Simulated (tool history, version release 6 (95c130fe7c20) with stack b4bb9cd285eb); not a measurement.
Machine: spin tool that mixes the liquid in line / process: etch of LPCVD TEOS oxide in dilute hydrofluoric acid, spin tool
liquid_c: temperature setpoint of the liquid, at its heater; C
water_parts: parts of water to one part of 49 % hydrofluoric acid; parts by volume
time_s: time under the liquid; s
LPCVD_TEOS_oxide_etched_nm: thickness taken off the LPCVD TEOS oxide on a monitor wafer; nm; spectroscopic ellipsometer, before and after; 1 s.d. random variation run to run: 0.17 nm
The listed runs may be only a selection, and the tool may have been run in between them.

| run | day | liquid_c | water_parts | time_s | LPCVD_TEOS_oxide_etched_nm |
|---|---|---|---|---|---|
| 1 | 0 | 23 | 260 | 300 | 28.358 |
| 2 | 0.258 | 22 | 260 | 300 | 27.138 |
| 3 | 0.496 | 21.5 | 260 | 300 | 26.689 |
| 4 | 0.775 | 21 | 260 | 300 | 26.607 |
| 5 | 0.808 | 21 | 260 | 320 | 28.124 |
| 6 | 1.017 | 20 | 260 | 320 | 27.296 |
| 7 | 1.392 | 19.5 | 260 | 320 | 26.74 |
| 8 | 1.542 | 19 | 260 | 320 | 26.032 |

Estimate the outcome of run 9 from the log above:
| 9 | 1.712 | 18.5 | 260 | 320 | ? |

{"run 9": {"LPCVD_TEOS_oxide_etched_nm": 25.724}}
